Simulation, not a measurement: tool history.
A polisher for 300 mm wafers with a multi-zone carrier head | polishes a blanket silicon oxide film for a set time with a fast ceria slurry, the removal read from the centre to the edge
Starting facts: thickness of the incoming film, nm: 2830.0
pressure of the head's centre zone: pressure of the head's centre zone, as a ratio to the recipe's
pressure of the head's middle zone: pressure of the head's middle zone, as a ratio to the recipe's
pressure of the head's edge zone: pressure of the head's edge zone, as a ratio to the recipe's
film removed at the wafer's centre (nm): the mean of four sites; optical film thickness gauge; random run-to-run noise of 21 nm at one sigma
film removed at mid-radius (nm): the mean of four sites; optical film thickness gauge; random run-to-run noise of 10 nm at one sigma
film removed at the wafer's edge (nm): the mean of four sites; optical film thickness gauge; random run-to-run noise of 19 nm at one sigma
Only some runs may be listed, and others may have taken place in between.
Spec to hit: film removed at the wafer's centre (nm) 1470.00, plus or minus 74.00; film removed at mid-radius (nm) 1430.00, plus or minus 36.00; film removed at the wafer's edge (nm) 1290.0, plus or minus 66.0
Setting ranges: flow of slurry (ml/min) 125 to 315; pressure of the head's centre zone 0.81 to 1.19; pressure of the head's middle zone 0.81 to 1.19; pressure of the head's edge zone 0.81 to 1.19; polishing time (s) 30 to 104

run,hour,flow of slurry (ml/min),pressure of the head's centre zone,pressure of the head's middle zone,pressure of the head's edge zone,polishing time (s),film removed at the wafer's centre (nm),film removed at mid-radius (nm),film removed at the wafer's edge (nm)
1,0.0,205,1.00,1.00,1.00,67,1066.40,1053.20,1061.9
2,7.2,205,1.00,0.94,1.00,67,1064.30,994.51,1059.6
3,9.1,215,1.02,0.98,1.01,68,1141.80,1061.80,1088.1
4,10.4,215,0.96,0.98,1.01,68,1086.90,1068.20,1101.9
5,16.0,215,0.88,0.98,1.01,68,975.67,1071.30,1092.5
6,24.8,175,0.88,0.98,1.01,68,942.64,1021.20,1074.5
7,27.4,190,0.92,1.01,1.03,69,1054.20,1081.30,1123.5
8,31.1,205,0.94,1.04,1.04,69,1047.80,1115.10,1146.5
9,38.3,215,0.98,1.06,1.03,70,1140.00,1159.20,1144.9
10,46.7,225,1.00,1.08,1.04,71,1173.70,1204.50,1142.6
11,47.6,230,1.02,1.09,1.05,72,1200.20,1252.70,1167.8
12,50.9,230,1.04,1.09,1.06,73,1221.30,1267.40,1225.5
13,53.4,235,1.06,1.10,1.06,74,1339.10,1297.10,1244.4
14,54.3,240,1.07,1.11,1.06,74,1280.20,1289.90,1225.2
15,60.6,240,1.09,1.12,1.06,75,1369.10,1324.10,1262.7
16,66.8,240,1.09,1.12,1.06,75,1372.70,1336.30,1280.4
17,72.5,245,1.10,1.13,1.06,75,1370.40,1322.40,1244.5
18,80.6,250,1.13,1.18,1.08,79,1497.40,1466.80,1315.8

5 next moves are on the table. One of them brings every result within its allowed miss. Which?
A,88.7,240,1.12,1.19,1.08,82,?,?,?
B,88.7,225,1.08,1.10,1.18,82,?,?,?
C,88.7,260,1.02,1.12,1.18,85,?,?,?
D,88.7,265,1.13,1.17,1.04,77,?,?,?
E,88.7,270,1.19,1.13,0.94,81,?,?,?

move,film removed at the wafer's centre (nm),film removed at mid-radius (nm),film removed at the wafer's edge (nm)
A,1553.30,1532.80,1380.6
B,1482.60,1420.50,1437.3
C,1480.40,1523.10,1509.9
D,1490.90,1435.20,1284.1
E,1655.60,1468.00,1289.5
A: misses by more than the last run did
B: the worst result of the last run now meets its target, but another is out of spec
C: misses by more than the last run did
D: hits every target within its allowed miss
E: misses by more than the last run did
Move D is the one to make.
